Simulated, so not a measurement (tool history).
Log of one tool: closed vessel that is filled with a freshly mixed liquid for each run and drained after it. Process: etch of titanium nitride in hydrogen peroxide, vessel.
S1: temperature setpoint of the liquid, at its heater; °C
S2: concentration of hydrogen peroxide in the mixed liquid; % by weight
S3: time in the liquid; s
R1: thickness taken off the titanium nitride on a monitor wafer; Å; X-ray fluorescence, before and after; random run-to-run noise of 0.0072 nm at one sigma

run,day,S1,S2,S3,R1
1,0.000,57.0,20.0,30,38.280
2,0.217,57.0,20.0,30,38.551
3,0.550,56.0,20.0,30,35.683
4,0.596,55.5,20.0,30,34.497
5,0.696,55.5,20.0,30,34.478
6,0.721,55.0,20.0,30,33.341
7,0.779,54.5,20.0,30,32.090
8,0.900,54.0,20.0,30,31.053
9,1.142,53.5,20.0,30,29.935
10,1.454,53.0,20.0,30,28.872

Run 11 is up next; what results do you expect?
11,1.504,52.5,20.0,30,?

R1: 27.926 Å
